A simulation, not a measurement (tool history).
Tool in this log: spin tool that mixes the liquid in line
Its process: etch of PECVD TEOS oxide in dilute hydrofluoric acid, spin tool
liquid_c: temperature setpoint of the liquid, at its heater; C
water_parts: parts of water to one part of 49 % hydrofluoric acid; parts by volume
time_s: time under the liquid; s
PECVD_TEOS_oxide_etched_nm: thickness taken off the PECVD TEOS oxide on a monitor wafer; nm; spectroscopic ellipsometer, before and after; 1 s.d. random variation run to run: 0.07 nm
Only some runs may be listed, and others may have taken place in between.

run  hour  liquid_c  water_parts  time_s  PECVD_TEOS_oxide_etched_nm
  1   0.0      24.0           45      95                      27.296
  2   0.9      26.0           45      95                      29.713
  3   8.6      24.0           45      95                      27.338
  4  13.8      24.0           40      95                      31.148
  5  22.6      24.0           30      95                      41.687
  6  25.9      27.0           30      95                      47.384
  7  27.3      27.0           30      95                      47.354
  8  28.6      23.0           45      95                      26.157
  9  35.3      21.5           45      95                      24.581
 10  44.2      20.5           45      95                      23.584
 11  49.9      19.5           45      95                      22.721
 12  50.6      19.0           45      95                      22.086

Expected results for the next run?
 13  57.5      18.5           45      95                           ?

{"run 13": {"PECVD_TEOS_oxide_etched_nm": 21.471}}
